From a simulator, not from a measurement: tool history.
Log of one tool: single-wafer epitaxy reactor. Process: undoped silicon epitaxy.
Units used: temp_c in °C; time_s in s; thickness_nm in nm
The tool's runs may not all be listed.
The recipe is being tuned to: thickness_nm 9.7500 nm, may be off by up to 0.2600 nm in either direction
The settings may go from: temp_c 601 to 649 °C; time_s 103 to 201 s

| run | hour | temp_c | time_s | thickness_nm |
|---|---|---|---|---|
| 1 | 0.0 | 625 | 152 | 17.9020 |
| 2 | 0.7 | 625 | 135 | 16.0490 |
| 3 | 8.9 | 625 | 144 | 16.9140 |
| 4 | 10.7 | 625 | 123 | 14.5830 |
| 5 | 16.0 | 634 | 123 | 17.6420 |
| 6 | 21.9 | 625 | 122 | 14.3980 |
| 7 | 29.8 | 625 | 122 | 14.3890 |
| 8 | 34.1 | 619 | 122 | 12.3730 |

Of the 5 settings listed for the next run, only one would bring every result within its allowed miss of target. Which one?
| A | 38.4 | 613 | 103 | ? |
| B | 38.4 | 626 | 131 | ? |
| C | 38.4 | 612 | 123 | ? |
| D | 38.4 | 636 | 123 | ? |
| E | 38.4 | 608 | 124 | ? |

| move | thickness_nm |
|---|---|
| A | 9.2107 |
| B | 15.8030 |
| C | 10.7450 |
| D | 18.5730 |
| E | 9.8595 |
A: moves the result that the last run missed by most past its target, out the other side
B: the biggest miss grows against the last run
C: moves toward the targets from the last run without getting all of them in spec
D: the biggest miss grows against the last run
E: all results in spec
E is the move that brings every result within its allowed miss.
